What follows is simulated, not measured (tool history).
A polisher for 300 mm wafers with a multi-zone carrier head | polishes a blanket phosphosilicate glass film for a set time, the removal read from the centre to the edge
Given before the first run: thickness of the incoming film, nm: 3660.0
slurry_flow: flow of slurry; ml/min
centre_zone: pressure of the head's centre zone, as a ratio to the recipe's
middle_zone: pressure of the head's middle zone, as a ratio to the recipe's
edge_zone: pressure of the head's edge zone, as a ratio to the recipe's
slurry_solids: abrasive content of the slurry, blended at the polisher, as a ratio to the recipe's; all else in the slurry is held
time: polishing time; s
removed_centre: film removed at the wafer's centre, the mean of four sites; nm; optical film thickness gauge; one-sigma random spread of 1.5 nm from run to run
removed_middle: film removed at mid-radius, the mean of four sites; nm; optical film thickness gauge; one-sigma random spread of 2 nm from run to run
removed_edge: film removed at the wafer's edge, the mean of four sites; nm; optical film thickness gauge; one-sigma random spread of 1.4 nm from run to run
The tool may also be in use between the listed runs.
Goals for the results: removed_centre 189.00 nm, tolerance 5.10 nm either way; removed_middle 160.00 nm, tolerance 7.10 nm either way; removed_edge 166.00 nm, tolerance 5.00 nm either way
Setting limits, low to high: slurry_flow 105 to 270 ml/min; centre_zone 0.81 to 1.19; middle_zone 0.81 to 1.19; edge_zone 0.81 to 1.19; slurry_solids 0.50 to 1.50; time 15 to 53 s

run,day,slurry_flow,centre_zone,middle_zone,edge_zone,slurry_solids,time,removed_centre,removed_middle,removed_edge
1,0.000,175,1.00,1.00,1.00,1.00,34,228.81,237.65,224.63
2,0.212,175,1.00,1.00,1.00,0.90,34,217.58,220.12,212.15
3,0.254,170,1.01,0.97,0.96,0.85,34,213.74,208.42,203.88
4,0.388,165,1.02,0.95,0.93,0.80,34,206.69,194.26,196.31
5,0.521,205,1.02,0.95,0.93,0.80,34,216.09,204.48,202.36
6,0.679,195,1.03,0.94,0.90,0.75,34,206.36,193.08,191.53
7,0.838,185,1.04,0.93,0.88,0.70,34,201.02,182.43,177.30
8,0.896,135,1.03,0.84,0.90,0.70,34,184.62,157.66,174.17

Exactly one of the 5 candidate moves below puts every result within its allowed miss. Which one?
A,0.954,125,1.02,0.82,0.90,0.75,34,?,?,?
B,0.954,150,1.09,0.96,0.81,0.75,32,?,?,?
C,0.954,145,0.90,0.92,0.83,0.85,32,?,?,?
D,0.954,125,1.10,0.90,0.89,0.75,32,?,?,?
E,0.954,120,1.08,0.93,0.95,0.60,36,?,?,?

move,removed_centre,removed_middle,removed_edge
A,186.88,159.10,177.31
B,197.16,177.65,164.45
C,172.77,182.62,177.11
D,189.89,161.60,165.95
E,180.87,161.34,166.04
A: misses by more than the last run did
B: brings the result that was furthest off to its target, and leaves another outside
C: misses by more than the last run did
D: all results land within tolerance of their targets
E: brings the result that was furthest off to its target, and leaves another outside
Answer: D
